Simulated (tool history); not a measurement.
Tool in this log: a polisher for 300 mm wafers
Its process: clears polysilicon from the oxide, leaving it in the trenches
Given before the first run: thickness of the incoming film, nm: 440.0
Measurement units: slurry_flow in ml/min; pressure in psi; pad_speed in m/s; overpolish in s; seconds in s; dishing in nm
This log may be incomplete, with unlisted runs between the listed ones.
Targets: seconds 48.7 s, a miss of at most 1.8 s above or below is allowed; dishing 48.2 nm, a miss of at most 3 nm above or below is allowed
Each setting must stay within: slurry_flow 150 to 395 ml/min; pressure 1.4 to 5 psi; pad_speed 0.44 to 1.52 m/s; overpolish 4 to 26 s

run  hour  slurry_flow  pressure  pad_speed  overpolish  seconds  dishing
  1     0          250       3.2       0.98          13   30.278   47.558
  2   5.5          250       2.8       0.98          15   34.128   48.269
  3  11.2          290       2.8       0.98          15   33.573   49.866
  4  18.9          285       2.5       0.98          15   37.694   49.914
  5  20.9          285       2.5       0.98          11   37.807   45.222
  6  27.6          285       2.8       0.98          11   33.863   45.466
  7  33.9          285       2.5       0.98          12   37.928   46.161
     42.3  -- slurry nozzle cleaned
  8  42.3          285       2.3       0.98          13   39.056   46.699
  9  48.3          285       2.1       0.98          14   42.782   46.823
 10  50.3          285         2       0.98          15   45.296   45.386
 11  58.5          285       2.2       0.88          21   45.104   49.219

5 next moves are on the table. One of them brings every result within its allowed miss. Which?
  A  66.7          240       2.5        0.9          16        ?        ?
  B  66.7          320       2.5        0.8          26        ?        ?
  C  66.7          260       2.3       0.92          21        ?        ?
  D  66.7          240       1.8       1.02          26        ?        ?
  E  66.7          300       2.1       1.02          26        ?        ?

move  seconds  dishing
   A   40.328   47.547
   B   43.908   49.006
   C   42.395   48.563
   D   48.888   48.773
   E   41.261   49.102
A: lands further from the targets than the last run did
B: lands further from the targets than the last run did
C: lands further from the targets than the last run did
D: each result inside its tolerance
E: lands further from the targets than the last run did
Correct choice: D, which meets every target
